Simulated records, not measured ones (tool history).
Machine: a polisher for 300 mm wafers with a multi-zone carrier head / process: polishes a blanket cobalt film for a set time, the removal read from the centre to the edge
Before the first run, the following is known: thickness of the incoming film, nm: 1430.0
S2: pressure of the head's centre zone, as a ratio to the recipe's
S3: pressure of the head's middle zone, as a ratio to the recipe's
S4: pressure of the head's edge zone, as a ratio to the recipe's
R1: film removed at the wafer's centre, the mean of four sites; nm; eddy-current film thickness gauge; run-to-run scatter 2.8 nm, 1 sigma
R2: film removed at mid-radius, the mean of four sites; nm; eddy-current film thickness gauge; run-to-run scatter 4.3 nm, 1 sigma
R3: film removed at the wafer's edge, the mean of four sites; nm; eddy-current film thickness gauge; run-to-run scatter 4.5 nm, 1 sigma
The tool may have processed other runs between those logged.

{"run": 1, "day": 0.0, "flow of slurry (ml/min)": 155, "S2": 1.0, "S3": 1.0, "S4": 1.0, "polishing time (s)": 51, "R1": 203.4, "R2": 199.93, "R3": 207.69}
{"run": 2, "day": 0.258, "flow of slurry (ml/min)": 160, "S2": 1.0, "S3": 1.01, "S4": 1.02, "polishing time (s)": 54, "R1": 212.11, "R2": 216.44, "R3": 223.13}
{"run": 3, "day": 0.371, "flow of slurry (ml/min)": 165, "S2": 1.01, "S3": 1.02, "S4": 1.04, "polishing time (s)": 56, "R1": 224.45, "R2": 228.06, "R3": 237.14}
{"run": 4, "day": 0.467, "flow of slurry (ml/min)": 165, "S2": 1.01, "S3": 1.05, "S4": 1.04, "polishing time (s)": 56, "R1": 225.91, "R2": 229.25, "R3": 233.2}
{"run": 5, "day": 0.588, "flow of slurry (ml/min)": 165, "S2": 1.01, "S3": 1.05, "S4": 1.08, "polishing time (s)": 56, "R1": 220.02, "R2": 236.89, "R3": 234.99}
{"run": 6, "day": 0.933, "flow of slurry (ml/min)": 170, "S2": 1.01, "S3": 1.04, "S4": 1.09, "polishing time (s)": 58, "R1": 235.95, "R2": 242.11, "R3": 244.71}

Expected results for the next run?
{"run": 7, "day": 0.983, "flow of slurry (ml/min)": 170, "S2": 1.0, "S3": 1.04, "S4": 1.09, "polishing time (s)": 60, "R1": "?", "R2": "?", "R3": "?"}

{"run 7": {"R1": 240.5, "R2": 243.18, "R3": 261.28}}

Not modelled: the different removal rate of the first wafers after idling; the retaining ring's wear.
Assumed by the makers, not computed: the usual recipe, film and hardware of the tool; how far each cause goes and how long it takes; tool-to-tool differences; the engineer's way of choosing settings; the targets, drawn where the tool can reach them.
